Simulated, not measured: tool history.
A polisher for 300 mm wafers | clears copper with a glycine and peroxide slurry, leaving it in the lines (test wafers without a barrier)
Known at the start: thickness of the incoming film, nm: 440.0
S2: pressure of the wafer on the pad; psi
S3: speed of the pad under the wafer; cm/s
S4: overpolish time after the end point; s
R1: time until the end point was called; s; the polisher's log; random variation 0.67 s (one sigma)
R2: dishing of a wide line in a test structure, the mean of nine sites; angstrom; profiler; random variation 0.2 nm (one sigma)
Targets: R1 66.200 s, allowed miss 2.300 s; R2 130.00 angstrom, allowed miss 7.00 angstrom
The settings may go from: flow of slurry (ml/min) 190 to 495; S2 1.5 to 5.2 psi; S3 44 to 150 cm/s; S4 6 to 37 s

{"run": 1, "day": 0.0, "flow of slurry (ml/min)": 320, "S2": 3.3, "S3": 96, "S4": 19, "R1": 74.628, "R2": 154.37}
{"run": 2, "day": 0.254, "flow of slurry (ml/min)": 320, "S2": 3.3, "S3": 116, "S4": 19, "R1": 66.036, "R2": 155.88}
{"run": 3, "day": 0.317, "flow of slurry (ml/min)": 320, "S2": 3.3, "S3": 116, "S4": 12, "R1": 67.042, "R2": 153.12}
{"run": 4, "day": 0.429, "flow of slurry (ml/min)": 310, "S2": 3.5, "S3": 110, "S4": 11, "R1": 66.591, "R2": 149.37}
{"run": 5, "day": 0.483, "flow of slurry (ml/min)": 285, "S2": 3.7, "S3": 104, "S4": 10, "R1": 66.193, "R2": 147.06}
{"run": 6, "day": 0.583, "flow of slurry (ml/min)": 285, "S2": 4.4, "S3": 104, "S4": 10, "R1": 58.44, "R2": 148.37}
{"run": 7, "day": 0.817, "flow of slurry (ml/min)": 265, "S2": 4.3, "S3": 102, "S4": 9, "R1": 60.426, "R2": 147.03}
{"run": 8, "day": 1.025, "flow of slurry (ml/min)": 250, "S2": 4.3, "S3": 100, "S4": 8, "R1": 63.065, "R2": 140.33}
{"run": 9, "day": 1.212, "flow of slurry (ml/min)": 235, "S2": 4.3, "S3": 100, "S4": 8, "R1": 63.061, "R2": 141.31}
{"run": 10, "day": 1.454, "flow of slurry (ml/min)": 225, "S2": 4.3, "S3": 100, "S4": 8, "R1": 62.205, "R2": 143.09}
{"run": 11, "day": 1.492, "flow of slurry (ml/min)": 220, "S2": 4.3, "S3": 98, "S4": 8, "R1": 64.085, "R2": 141.72}
{"run": 12, "day": 1.546, "flow of slurry (ml/min)": 215, "S2": 4.3, "S3": 96, "S4": 8, "R1": 64.7, "R2": 138.5}
{"run": 13, "day": 1.871, "flow of slurry (ml/min)": 210, "S2": 4.3, "S3": 94, "S4": 8, "R1": 65.835, "R2": 142.77}
{"run": 14, "day": 2.188, "flow of slurry (ml/min)": 205, "S2": 4.3, "S3": 96, "S4": 8, "R1": 64.91, "R2": 145.42}
{"run": 15, "day": 2.512, "flow of slurry (ml/min)": 205, "S2": 4.3, "S3": 96, "S4": 8, "R1": 64.08, "R2": 141.57}

5 next moves are on the table. One of them brings every result within its allowed miss. Which?
{"run": "A", "day": 2.838, "flow of slurry (ml/min)": 230, "S2": 4.9, "S3": 80, "S4": 6, "R1": "?", "R2": "?"}
{"run": "B", "day": 2.838, "flow of slurry (ml/min)": 190, "S2": 4.6, "S3": 100, "S4": 6, "R1": "?", "R2": "?"}
{"run": "C", "day": 2.838, "flow of slurry (ml/min)": 235, "S2": 4.5, "S3": 100, "S4": 11, "R1": "?", "R2": "?"}
{"run": "D", "day": 2.838, "flow of slurry (ml/min)": 225, "S2": 4.2, "S3": 98, "S4": 13, "R1": "?", "R2": "?"}
{"run": "E", "day": 2.838, "flow of slurry (ml/min)": 285, "S2": 3.9, "S3": 98, "S4": 19, "R1": "?", "R2": "?"}

move=A R1=66.478 R2=129.58
move=B R1=60.759 R2=132.12
move=C R1=60.169 R2=149.25
move=D R1=64.905 R2=151.51
move=E R1=67.071 R2=154.80
A: meets every target
B: brings the result that was furthest off to its target, and leaves another outside
C: further off than the last run
D: further off than the last run
E: further off than the last run
The right move is A.
